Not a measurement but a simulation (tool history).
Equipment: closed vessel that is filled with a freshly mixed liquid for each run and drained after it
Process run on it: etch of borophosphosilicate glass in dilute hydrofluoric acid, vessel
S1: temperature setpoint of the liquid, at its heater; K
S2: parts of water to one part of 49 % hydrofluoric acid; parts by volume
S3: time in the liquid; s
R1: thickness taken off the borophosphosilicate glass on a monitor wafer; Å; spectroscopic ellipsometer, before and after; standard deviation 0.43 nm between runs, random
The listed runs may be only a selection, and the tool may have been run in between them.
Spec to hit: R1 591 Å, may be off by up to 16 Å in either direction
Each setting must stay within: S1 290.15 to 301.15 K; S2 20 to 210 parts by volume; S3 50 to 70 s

{"run": 1, "hour": 0.0, "S1": 293.15, "S2": 115, "S3": 70, "R1": 189.17}
{"run": 2, "hour": 1.1, "S1": 291.65, "S2": 115, "S3": 70, "R1": 178.76}
{"run": 3, "hour": 7.7, "S1": 291.65, "S2": 115, "S3": 70, "R1": 177.36}
{"run": 4, "hour": 9.9, "S1": 291.65, "S2": 115, "S3": 50, "R1": 127.23}
{"run": 5, "hour": 18.9, "S1": 291.65, "S2": 85, "S3": 50, "R1": 178.25}
{"run": 6, "hour": 20.5, "S1": 291.65, "S2": 85, "S3": 70, "R1": 247.8}
{"run": 7, "hour": 28.1, "S1": 293.15, "S2": 80, "S3": 70, "R1": 284.33}
{"run": 8, "hour": 33.8, "S1": 294.65, "S2": 80, "S3": 70, "R1": 302.59}
{"run": 9, "hour": 35.3, "S1": 295.65, "S2": 75, "S3": 70, "R1": 336.42}
{"run": 10, "hour": 43.4, "S1": 296.65, "S2": 70, "S3": 70, "R1": 380.97}
{"run": 11, "hour": 44.9, "S1": 297.65, "S2": 65, "S3": 70, "R1": 427.73}
{"run": 12, "hour": 53.6, "S1": 298.15, "S2": 65, "S3": 70, "R1": 435.06}
{"run": 13, "hour": 55.2, "S1": 298.65, "S2": 65, "S3": 70, "R1": 441.14}

Which single option among these 4 for the next run brings every result within its allowed miss of target? Just one does.
{"run": "A", "hour": 56.8, "S1": 299.65, "S2": 55, "S3": 70, "R1": "?"}
{"run": "B", "hour": 56.8, "S1": 298.65, "S2": 45, "S3": 60, "R1": "?"}
{"run": "C", "hour": 56.8, "S1": 297.65, "S2": 45, "S3": 65, "R1": "?"}
{"run": "D", "hour": 56.8, "S1": 299.15, "S2": 50, "S3": 65, "R1": "?"}

move=A R1=556.59
move=B R1=567.8
move=C R1=590.41
move=D R1=561.07
A: gains on the last run, yet a result remains outside its allowed miss
B: gains on the last run, yet a result remains outside its allowed miss
C: every result lands within tolerance
D: gains on the last run, yet a result remains outside its allowed miss
Move C is the one to make.
